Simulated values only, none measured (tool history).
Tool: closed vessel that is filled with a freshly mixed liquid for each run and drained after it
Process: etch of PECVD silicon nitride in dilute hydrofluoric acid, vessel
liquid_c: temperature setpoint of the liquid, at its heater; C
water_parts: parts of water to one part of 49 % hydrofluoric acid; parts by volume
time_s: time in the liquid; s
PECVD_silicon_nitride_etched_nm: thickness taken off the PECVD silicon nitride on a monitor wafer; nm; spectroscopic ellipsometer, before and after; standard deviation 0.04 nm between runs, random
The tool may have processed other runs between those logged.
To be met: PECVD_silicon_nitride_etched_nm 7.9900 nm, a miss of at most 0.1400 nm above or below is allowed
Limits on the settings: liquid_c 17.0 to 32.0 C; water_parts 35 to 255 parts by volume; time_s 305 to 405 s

run	hour	liquid_c	water_parts	time_s	PECVD_silicon_nitride_etched_nm
1	0.0	24.0	145	405	5.3327
2	3.6	25.0	145	405	5.6325
3	8.2	26.0	145	405	6.0342
4	9.4	26.0	145	305	4.4983
5	15.1	23.0	145	305	3.7482
6	24.6	23.0	145	405	4.9519
7	31.9	27.0	145	405	6.3552
8	38.7	27.5	145	405	6.5838
9	47.8	28.0	145	405	6.7987

Below are 5 possible settings for the next run. Only one of them brings all results inside the allowed miss of their targets. Which is it?
A	56.9	28.0	120	380	?
B	56.9	29.5	115	325	?
C	56.9	30.0	120	345	?
D	56.9	29.0	130	380	?
E	56.9	28.0	110	340	?

move	PECVD_silicon_nitride_etched_nm
A	7.8197
B	7.6701
C	8.0469
D	7.6827
E	7.6337
A: nearer the targets than the last run, but a result is still out of spec
B: nearer the targets than the last run, but a result is still out of spec
C: in spec on every target
D: nearer the targets than the last run, but a result is still out of spec
E: nearer the targets than the last run, but a result is still out of spec
Correct choice: C, which meets every target
